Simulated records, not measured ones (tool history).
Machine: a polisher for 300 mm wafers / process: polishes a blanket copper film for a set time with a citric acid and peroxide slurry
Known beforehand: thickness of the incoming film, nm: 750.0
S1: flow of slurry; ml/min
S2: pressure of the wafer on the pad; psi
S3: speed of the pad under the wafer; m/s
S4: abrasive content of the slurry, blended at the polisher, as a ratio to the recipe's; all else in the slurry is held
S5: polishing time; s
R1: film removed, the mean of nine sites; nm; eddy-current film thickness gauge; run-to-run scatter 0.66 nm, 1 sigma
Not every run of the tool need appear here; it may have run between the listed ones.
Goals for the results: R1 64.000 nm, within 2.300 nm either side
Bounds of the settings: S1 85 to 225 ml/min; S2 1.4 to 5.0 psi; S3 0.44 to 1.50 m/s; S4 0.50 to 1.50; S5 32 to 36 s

{"run": 1, "hour": 0.0, "S1": 145, "S2": 3.2, "S3": 0.96, "S4": 1.0, "S5": 36, "R1": 78.363}
{"run": 2, "hour": 5.2, "S1": 145, "S2": 3.1, "S3": 0.96, "S4": 1.0, "S5": 36, "R1": 76.489}
{"run": 3, "hour": 5.9, "S1": 145, "S2": 3.0, "S3": 0.96, "S4": 1.0, "S5": 36, "R1": 73.641}
{"run": 4, "hour": 12.6, "S1": 145, "S2": 3.0, "S3": 0.96, "S4": 1.1, "S5": 36, "R1": 75.665}
{"run": 5, "hour": 13.9, "S1": 145, "S2": 3.0, "S3": 0.72, "S4": 1.1, "S5": 36, "R1": 57.483}
{"run": 6, "hour": 15.9, "S1": 145, "S2": 3.0, "S3": 0.58, "S4": 1.1, "S5": 36, "R1": 46.78}
{"run": 7, "hour": 21.4, "S1": 150, "S2": 3.2, "S3": 0.58, "S4": 1.1, "S5": 36, "R1": 50.081}
{"run": 8, "hour": 22.7, "S1": 150, "S2": 3.3, "S3": 0.58, "S4": 1.1, "S5": 36, "R1": 51.189}
{"run": 9, "hour": 24.8, "S1": 150, "S2": 3.4, "S3": 0.58, "S4": 1.1, "S5": 36, "R1": 53.749}
{"run": 10, "hour": 25.4, "S1": 150, "S2": 3.5, "S3": 0.58, "S4": 1.1, "S5": 36, "R1": 55.757}
{"run": 11, "hour": 28.7, "S1": 170, "S2": 3.9, "S3": 0.58, "S4": 1.1, "S5": 36, "R1": 60.801}

Below are 4 possible settings for the next run. Only one of them brings all results inside the allowed miss of their targets. Which is it?
{"run": "A", "hour": 32.0, "S1": 180, "S2": 3.5, "S3": 0.62, "S4": 1.05, "S5": 34, "R1": "?"}
{"run": "B", "hour": 32.0, "S1": 195, "S2": 4.1, "S3": 0.58, "S4": 1.15, "S5": 35, "R1": "?"}
{"run": "C", "hour": 32.0, "S1": 185, "S2": 4.0, "S3": 0.54, "S4": 1.0, "S5": 36, "R1": "?"}
{"run": "D", "hour": 32.0, "S1": 155, "S2": 3.7, "S3": 0.64, "S4": 1.15, "S5": 32, "R1": "?"}

move=A R1=55.226
move=B R1=64.243
move=C R1=57.666
move=D R1=56.913
A: the biggest miss grows against the last run
B: all results land within tolerance of their targets
C: the biggest miss grows against the last run
D: the biggest miss grows against the last run
Go with B: it meets all targets.
